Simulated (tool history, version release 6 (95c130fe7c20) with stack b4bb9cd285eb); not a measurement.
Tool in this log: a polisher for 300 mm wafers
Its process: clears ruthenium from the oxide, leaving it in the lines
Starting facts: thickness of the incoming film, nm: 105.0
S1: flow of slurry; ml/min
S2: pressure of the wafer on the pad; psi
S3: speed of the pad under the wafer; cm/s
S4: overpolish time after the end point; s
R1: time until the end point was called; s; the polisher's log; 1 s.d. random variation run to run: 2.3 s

run	hour	S1	S2	S3	S4	R1
1	0.0	180	2.4	80	3	104.56
2	5.1	180	2.0	80	3	116.89
3	5.9	180	1.8	78	3	133.89
4	8.6	180	1.6	78	3	150.34
# hour 13.8: worn pad replaced by a new one
5	13.8	180	1.6	78	3	136.72
6	16.9	145	1.6	78	3	145.16
7	23.2	145	1.5	78	3	147.33

Run 8 has not been measured yet. What should we expect?
8	29.5	145	1.4	78	3	?

{"run 8": {"R1": 157.25}}
